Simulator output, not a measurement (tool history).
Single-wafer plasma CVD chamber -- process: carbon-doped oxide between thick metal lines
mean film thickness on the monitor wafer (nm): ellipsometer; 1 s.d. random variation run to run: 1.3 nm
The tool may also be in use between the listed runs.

| run | day | heater temperature setpoint (K) | chamber pressure (mTorr) | RF power (W) | deposition time (s) | mean film thickness on the monitor wafer (nm) |
|---|---|---|---|---|---|---|
| 1 | 0 | 628.15 | 4540 | 430 | 62.2 | 271.17 |
| 2 | 0.025 | 628.15 | 5290 | 430 | 62.2 | 275.68 |
| 3 | 0.392 | 620.15 | 5290 | 430 | 62.2 | 280.42 |
| 4 | 0.558 | 620.15 | 4490 | 430 | 62.2 | 274.27 |
| 5 | 0.775 | 620.15 | 4920 | 430 | 62.2 | 279.13 |
| 6 | 1.008 | 618.15 | 5080 | 435 | 62.2 | 283.85 |
| 7 | 1.038 | 617.15 | 5230 | 440 | 62.2 | 287.83 |

Predict the results of run 8:
| 8 | 1.288 | 616.15 | 5360 | 445 | 62.2 | ? |

For run 8 the tool returned mean film thickness on the monitor wafer (nm) 290.34.
